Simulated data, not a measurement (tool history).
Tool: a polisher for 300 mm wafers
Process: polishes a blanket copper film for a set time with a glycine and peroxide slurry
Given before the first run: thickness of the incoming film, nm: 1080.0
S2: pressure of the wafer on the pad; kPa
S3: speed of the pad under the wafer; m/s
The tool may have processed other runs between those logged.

Run 1, hour 0: flow of slurry (ml/min) 290, S2 11.7 kPa, S3 1.24 m/s, polishing time (s) 41. Result: film removed (angstrom) 1600.4.
Run 2, hour 3.3: flow of slurry (ml/min) 290, S2 11.7 kPa, S3 1.38 m/s, polishing time (s) 41. Result: film removed (angstrom) 1759.3.
Run 3, hour 9.1: flow of slurry (ml/min) 290, S2 10.3 kPa, S3 1.38 m/s, polishing time (s) 41. Result: film removed (angstrom) 1580.6.
Run 4, hour 11.7: flow of slurry (ml/min) 290, S2 9.7 kPa, S3 1.38 m/s, polishing time (s) 41. Result: film removed (angstrom) 1501.7.
Run 5, hour 20.2: flow of slurry (ml/min) 290, S2 9.7 kPa, S3 1.38 m/s, polishing time (s) 41. Result: film removed (angstrom) 1501.3.
Run 6, hour 28: flow of slurry (ml/min) 290, S2 9 kPa, S3 1.38 m/s, polishing time (s) 41. Result: film removed (angstrom) 1419.1.

Run 7, settings as shown, results not yet in. Your forecast:
Run 7, hour 30.3: flow of slurry (ml/min) 280, S2 7.6 kPa, S3 1.38 m/s, polishing time (s) 41. Result: film removed (angstrom) ?.

film removed (angstrom): 1259.4
